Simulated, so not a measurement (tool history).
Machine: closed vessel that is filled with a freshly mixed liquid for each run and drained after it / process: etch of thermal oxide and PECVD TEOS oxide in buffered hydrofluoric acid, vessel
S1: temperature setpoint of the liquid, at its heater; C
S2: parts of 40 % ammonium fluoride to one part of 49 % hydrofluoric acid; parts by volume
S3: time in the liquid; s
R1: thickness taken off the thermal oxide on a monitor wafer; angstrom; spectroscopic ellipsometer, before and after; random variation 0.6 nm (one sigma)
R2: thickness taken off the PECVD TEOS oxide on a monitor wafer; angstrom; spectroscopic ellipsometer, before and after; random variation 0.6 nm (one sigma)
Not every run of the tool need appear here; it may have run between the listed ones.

run,hour,S1,S2,S3,R1,R2
1,0,24,15,60,418.22,559.03
2,5.1,22.5,15,60,388.91,516.15
3,12.8,25,14.5,60,456.67,606.17
4,15,25,14.5,70,529.34,712.71
5,22.5,26.5,14.5,70,568.27,761.68
6,28.4,28,14.5,70,640.85,824.34

Run 7 is up next; what results do you expect?
7,30.7,28,14,70,?,?

{"run 7": {"R1": 651.35, "R2": 861.2}}

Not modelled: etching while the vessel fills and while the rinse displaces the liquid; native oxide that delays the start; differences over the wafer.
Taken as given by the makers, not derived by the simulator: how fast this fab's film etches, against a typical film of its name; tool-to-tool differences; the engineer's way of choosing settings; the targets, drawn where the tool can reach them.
